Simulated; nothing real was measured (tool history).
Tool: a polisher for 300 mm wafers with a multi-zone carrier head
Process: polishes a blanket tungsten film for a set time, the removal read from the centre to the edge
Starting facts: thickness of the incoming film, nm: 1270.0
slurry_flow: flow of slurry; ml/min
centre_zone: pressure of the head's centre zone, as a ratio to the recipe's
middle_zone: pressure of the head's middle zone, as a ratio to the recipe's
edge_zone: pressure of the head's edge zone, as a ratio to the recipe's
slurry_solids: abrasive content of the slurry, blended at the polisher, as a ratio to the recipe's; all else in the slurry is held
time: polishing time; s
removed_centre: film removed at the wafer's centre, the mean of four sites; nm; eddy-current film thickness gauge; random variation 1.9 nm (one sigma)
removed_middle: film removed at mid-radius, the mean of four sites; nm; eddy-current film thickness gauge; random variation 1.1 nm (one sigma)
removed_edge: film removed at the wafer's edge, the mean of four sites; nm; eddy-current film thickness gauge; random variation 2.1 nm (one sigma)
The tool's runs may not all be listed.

| run | hour | slurry_flow | centre_zone | middle_zone | edge_zone | slurry_solids | time | removed_centre | removed_middle | removed_edge |
|---|---|---|---|---|---|---|---|---|---|---|
| 1 | 0.0 | 170 | 1.00 | 1.00 | 1.00 | 1.00 | 37 | 159.95 | 160.53 | 164.71 |
| 2 | 2.1 | 170 | 1.00 | 1.00 | 1.04 | 1.00 | 37 | 158.82 | 160.18 | 166.79 |
| 3 | 3.9 | 180 | 1.02 | 0.99 | 1.04 | 1.00 | 37 | 161.73 | 158.98 | 165.33 |
| 4 | 11.5 | 185 | 1.05 | 0.98 | 1.05 | 1.05 | 37 | 168.89 | 160.30 | 169.00 |
| 5 | 14.0 | 185 | 1.05 | 0.98 | 1.05 | 1.05 | 42 | 196.91 | 182.37 | 196.76 |
| 6 | 20.3 | 165 | 1.05 | 0.98 | 1.05 | 1.05 | 42 | 188.54 | 179.49 | 195.44 |
| 7 | 22.3 | 160 | 1.06 | 0.97 | 1.01 | 1.00 | 42 | 187.08 | 174.08 | 182.84 |

What does the tool deliver on the next run?
| 8 | 24.2 | 150 | 1.07 | 0.96 | 1.00 | 1.00 | 42 | ? | ? | ? |

removed_centre: 188.07 nm
removed_middle: 172.86 nm
removed_edge: 176.46 nm
